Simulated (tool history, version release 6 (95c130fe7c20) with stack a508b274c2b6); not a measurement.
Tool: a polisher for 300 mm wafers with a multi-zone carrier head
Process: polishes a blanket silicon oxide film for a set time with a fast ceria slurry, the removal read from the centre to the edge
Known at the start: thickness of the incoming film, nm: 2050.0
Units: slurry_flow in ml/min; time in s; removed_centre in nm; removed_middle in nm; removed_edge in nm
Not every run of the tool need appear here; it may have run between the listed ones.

{"run": 1, "hour": 0.0, "slurry_flow": 145, "centre_zone": 1.0, "middle_zone": 1.0, "edge_zone": 1.0, "time": 46, "removed_centre": 716.54, "removed_middle": 676.39, "removed_edge": 711.84}
{"run": 2, "hour": 7.1, "slurry_flow": 145, "centre_zone": 1.0, "middle_zone": 1.0, "edge_zone": 1.0, "time": 57, "removed_centre": 891.87, "removed_middle": 843.23, "removed_edge": 869.4}
{"run": 3, "hour": 12.0, "slurry_flow": 130, "centre_zone": 1.0, "middle_zone": 1.0, "edge_zone": 1.0, "time": 57, "removed_centre": 860.04, "removed_middle": 828.33, "removed_edge": 856.63}
{"run": 4, "hour": 12.8, "slurry_flow": 105, "centre_zone": 1.0, "middle_zone": 1.0, "edge_zone": 1.0, "time": 57, "removed_centre": 791.93, "removed_middle": 797.18, "removed_edge": 816.82}
{"run": 5, "hour": 19.9, "slurry_flow": 105, "centre_zone": 1.0, "middle_zone": 0.93, "edge_zone": 1.0, "time": 57, "removed_centre": 804.07, "removed_middle": 739.22, "removed_edge": 833.81}
{"run": 6, "hour": 23.4, "slurry_flow": 105, "centre_zone": 1.0, "middle_zone": 0.93, "edge_zone": 1.0, "time": 52, "removed_centre": 729.43, "removed_middle": 658.69, "removed_edge": 751.7}
{"run": 7, "hour": 25.5, "slurry_flow": 105, "centre_zone": 0.99, "middle_zone": 0.95, "edge_zone": 0.97, "time": 50, "removed_centre": 709.35, "removed_middle": 646.5, "removed_edge": 715.74}
{"run": 8, "hour": 32.5, "slurry_flow": 105, "centre_zone": 0.97, "middle_zone": 0.98, "edge_zone": 0.95, "time": 48, "removed_centre": 654.33, "removed_middle": 645.75, "removed_edge": 684.14}
{"run": 9, "hour": 34.9, "slurry_flow": 105, "centre_zone": 0.97, "middle_zone": 1.0, "edge_zone": 0.93, "time": 46, "removed_centre": 629.98, "removed_middle": 628.55, "removed_edge": 638.66}
{"run": 10, "hour": 36.3, "slurry_flow": 105, "centre_zone": 0.96, "middle_zone": 1.01, "edge_zone": 0.91, "time": 45, "removed_centre": 606.95, "removed_middle": 628.68, "removed_edge": 620.24}
{"run": 11, "hour": 39.0, "slurry_flow": 105, "centre_zone": 0.96, "middle_zone": 1.02, "edge_zone": 0.9, "time": 44, "removed_centre": 602.68, "removed_middle": 612.55, "removed_edge": 622.73}

Predict the results of run 12:
{"run": 12, "hour": 47.2, "slurry_flow": 105, "centre_zone": 0.96, "middle_zone": 1.04, "edge_zone": 0.89, "time": 43, "removed_centre": "?", "removed_middle": "?", "removed_edge": "?"}

{"run 12": {"removed_centre": 572.52, "removed_middle": 624.17, "removed_edge": 582.48}}

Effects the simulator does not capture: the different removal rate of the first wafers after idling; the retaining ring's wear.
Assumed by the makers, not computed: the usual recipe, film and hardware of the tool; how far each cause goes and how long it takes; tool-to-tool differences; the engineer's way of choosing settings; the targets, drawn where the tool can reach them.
